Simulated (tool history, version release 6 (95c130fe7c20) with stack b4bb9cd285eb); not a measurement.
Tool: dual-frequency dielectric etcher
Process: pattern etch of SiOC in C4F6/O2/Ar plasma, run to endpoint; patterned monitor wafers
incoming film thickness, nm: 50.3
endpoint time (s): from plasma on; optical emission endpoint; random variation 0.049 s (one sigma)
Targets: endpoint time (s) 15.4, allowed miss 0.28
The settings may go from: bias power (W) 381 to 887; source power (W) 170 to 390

{"run": 1, "hour": 0.0, "bias power (W)": 634, "source power (W)": 280, "endpoint time (s)": 18.477}
{"run": 2, "hour": 3.5, "bias power (W)": 549, "source power (W)": 280, "endpoint time (s)": 19.378}
{"run": 3, "hour": 8.0, "bias power (W)": 581, "source power (W)": 290, "endpoint time (s)": 18.734}
{"run": 4, "hour": 15.9, "bias power (W)": 581, "source power (W)": 320, "endpoint time (s)": 18.072}
{"run": 5, "hour": 24.2, "bias power (W)": 581, "source power (W)": 360, "endpoint time (s)": 17.281}
{"run": 6, "hour": 30.5, "bias power (W)": 599, "source power (W)": 360, "endpoint time (s)": 17.096}
{"run": 7, "hour": 37.1, "bias power (W)": 599, "source power (W)": 360, "endpoint time (s)": 17.319}
{"run": 8, "hour": 44.0, "bias power (W)": 620, "source power (W)": 360, "endpoint time (s)": 17.021}
{"run": 9, "hour": 48.0, "bias power (W)": 637, "source power (W)": 360, "endpoint time (s)": 16.836}
{"run": 10, "hour": 52.8, "bias power (W)": 652, "source power (W)": 360, "endpoint time (s)": 16.73}

Which of these 5 next moves meets every target?
{"run": "A", "hour": 57.6, "bias power (W)": 880, "source power (W)": 390, "endpoint time (s)": "?"}
{"run": "B", "hour": 57.6, "bias power (W)": 828, "source power (W)": 360, "endpoint time (s)": "?"}
{"run": "C", "hour": 57.6, "bias power (W)": 839, "source power (W)": 390, "endpoint time (s)": "?"}
{"run": "D", "hour": 57.6, "bias power (W)": 671, "source power (W)": 380, "endpoint time (s)": "?"}
{"run": "E", "hour": 57.6, "bias power (W)": 691, "source power (W)": 390, "endpoint time (s)": "?"}

move=A endpoint_time_(s)=14.696
move=B endpoint_time_(s)=15.442
move=C endpoint_time_(s)=14.935
move=D endpoint_time_(s)=16.221
move=E endpoint_time_(s)=15.918
A: takes the result that was furthest off past its target
B: meets every target
C: takes the result that was furthest off past its target
D: nearer than the last run, and not there yet
E: nearer than the last run, and not there yet
Answer: B
